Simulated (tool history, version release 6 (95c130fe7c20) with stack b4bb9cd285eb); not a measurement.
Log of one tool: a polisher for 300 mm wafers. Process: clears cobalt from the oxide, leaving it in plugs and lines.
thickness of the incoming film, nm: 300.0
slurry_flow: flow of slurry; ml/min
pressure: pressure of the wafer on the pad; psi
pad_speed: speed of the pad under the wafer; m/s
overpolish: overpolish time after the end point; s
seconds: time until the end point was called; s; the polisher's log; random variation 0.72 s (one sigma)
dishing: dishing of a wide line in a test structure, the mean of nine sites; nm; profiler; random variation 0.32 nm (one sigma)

Run 1, hour 0.0: slurry_flow 315 ml/min, pressure 2.3 psi, pad_speed 0.80 m/s, overpolish 10 s. Result: seconds 74.108 s, dishing 29.821 nm.
Run 2, hour 3.7: slurry_flow 315 ml/min, pressure 2.3 psi, pad_speed 0.62 m/s, overpolish 10 s. Result: seconds 93.175 s, dishing 24.813 nm.
Run 3, hour 4.5: slurry_flow 315 ml/min, pressure 2.3 psi, pad_speed 0.62 m/s, overpolish 12 s. Result: seconds 92.116 s, dishing 28.066 nm.
Run 4, hour 13.0: slurry_flow 285 ml/min, pressure 2.3 psi, pad_speed 0.62 m/s, overpolish 12 s. Result: seconds 92.859 s, dishing 28.699 nm.
Run 5, hour 17.1: slurry_flow 300 ml/min, pressure 2.5 psi, pad_speed 0.64 m/s, overpolish 11 s. Result: seconds 86.670 s, dishing 28.561 nm.
Run 6, hour 22.6: slurry_flow 330 ml/min, pressure 2.6 psi, pad_speed 0.68 m/s, overpolish 10 s. Result: seconds 77.704 s, dishing 29.133 nm.
Run 7, hour 30.8: slurry_flow 280 ml/min, pressure 3.2 psi, pad_speed 0.70 m/s, overpolish 5 s. Result: seconds 63.199 s, dishing 20.254 nm.
Run 8, hour 33.8: slurry_flow 290 ml/min, pressure 3.3 psi, pad_speed 0.72 m/s, overpolish 5 s. Result: seconds 57.918 s, dishing 20.128 nm.

The next listed run, before its measurement:
Run 9, hour 35.1: slurry_flow 270 ml/min, pressure 3.5 psi, pad_speed 0.80 m/s, overpolish 6 s. Result: seconds ?, dishing ?.

Run 9 gave seconds 50.544 s, dishing 27.521 nm.
